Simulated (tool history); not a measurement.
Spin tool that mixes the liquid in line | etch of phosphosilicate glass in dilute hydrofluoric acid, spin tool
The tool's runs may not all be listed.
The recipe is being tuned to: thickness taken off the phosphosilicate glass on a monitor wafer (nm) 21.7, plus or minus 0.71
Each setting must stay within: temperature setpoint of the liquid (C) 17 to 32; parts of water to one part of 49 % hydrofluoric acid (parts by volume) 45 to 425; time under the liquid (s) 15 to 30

| run | hour | temperature setpoint of the liquid (C) | parts of water to one part of 49 % hydrofluoric acid (parts by volume) | time under the liquid (s) | thickness taken off the phosphosilicate glass on a monitor wafer (nm) |
|---|---|---|---|---|---|
| 1 | 0 | 24 | 235 | 30 | 10.858 |
| 2 | 2.2 | 27 | 235 | 30 | 12.227 |
| 3 | 2.8 | 27 | 165 | 30 | 19.088 |
| 4 | 11.6 | 27 | 165 | 30 | 18.996 |
| 5 | 19.8 | 27 | 90 | 30 | 39.053 |
| 6 | 23.2 | 26 | 100 | 30 | 33.575 |
| 7 | 27.8 | 25 | 105 | 30 | 29.8 |
| 8 | 31.7 | 24 | 105 | 30 | 29.157 |
| 9 | 37.5 | 20 | 135 | 30 | 18.658 |
| 10 | 38.2 | 20.5 | 135 | 30 | 18.834 |
| 11 | 44.5 | 21 | 135 | 30 | 19.369 |
| 12 | 48 | 21.5 | 135 | 30 | 19.633 |
|  | 52.4 | hydrofluoric acid flow meter replaced |
| 13 | 52.4 | 24.5 | 130 | 30 | 26.588 |
| 14 | 53.1 | 24 | 130 | 30 | 25.633 |
| 15 | 55 | 24 | 130 | 30 | 26.252 |
| 16 | 58.3 | 23.5 | 130 | 30 | 25.495 |
| 17 | 63 | 23 | 130 | 30 | 25.137 |
| 18 | 69.1 | 22.5 | 130 | 30 | 24.838 |
| 19 | 70.7 | 18.5 | 135 | 30 | 20.146 |

Exactly one of the 4 candidate moves below puts every result within its allowed miss. Which one?
| A | 72.3 | 18.5 | 120 | 30 | ? |
| B | 72.3 | 17 | 110 | 30 | ? |
| C | 72.3 | 19 | 135 | 30 | ? |
| D | 72.3 | 19 | 130 | 30 | ? |

| move | thickness taken off the phosphosilicate glass on a monitor wafer (nm) |
|---|---|
| A | 22.886 |
| B | 23.702 |
| C | 20.441 |
| D | 21.338 |
A: takes the result that was furthest off past its target
B: takes the result that was furthest off past its target
C: closes in on the targets versus the last run, not all within tolerance yet
D: every result lands within tolerance
The right move is D.

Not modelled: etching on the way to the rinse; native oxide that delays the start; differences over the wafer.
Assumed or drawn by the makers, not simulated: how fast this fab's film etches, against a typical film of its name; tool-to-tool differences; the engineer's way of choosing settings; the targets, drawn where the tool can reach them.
